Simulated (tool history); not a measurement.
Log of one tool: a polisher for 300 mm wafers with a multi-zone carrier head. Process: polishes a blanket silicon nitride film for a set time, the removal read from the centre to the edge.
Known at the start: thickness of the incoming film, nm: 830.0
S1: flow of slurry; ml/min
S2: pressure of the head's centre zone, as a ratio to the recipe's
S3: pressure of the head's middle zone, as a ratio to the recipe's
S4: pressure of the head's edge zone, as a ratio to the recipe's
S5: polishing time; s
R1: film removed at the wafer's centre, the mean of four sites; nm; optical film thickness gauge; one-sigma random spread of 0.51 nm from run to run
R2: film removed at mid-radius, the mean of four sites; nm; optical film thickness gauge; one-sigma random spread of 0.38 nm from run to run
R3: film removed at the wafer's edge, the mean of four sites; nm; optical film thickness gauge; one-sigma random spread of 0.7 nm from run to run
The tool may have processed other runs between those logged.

run	hour	S1	S2	S3	S4	S5	R1	R2	R3
1	0.0	300	1.00	1.00	1.00	47	90.586	91.262	91.969
2	1.0	300	1.04	1.00	1.00	47	93.317	91.075	90.306
3	8.7	295	1.02	1.01	0.99	44	86.491	86.370	85.982
4	15.7	285	1.01	1.02	0.97	41	78.612	80.607	78.259
5	19.5	285	1.01	0.97	0.97	41	80.184	77.853	78.125
6	21.3	285	1.01	0.97	0.97	35	67.899	66.124	66.343
7	22.4	285	0.99	0.98	0.96	34	64.831	64.661	65.840
8	23.9	280	0.98	0.99	0.94	33	61.493	63.381	61.911
9	27.0	280	0.96	0.99	0.93	33	61.154	63.423	62.490

Expected results for the next run?
10	34.7	275	0.95	1.00	0.92	32	?	?	?

R1: 57.995 nm
R2: 61.594 nm
R3: 58.105 nm
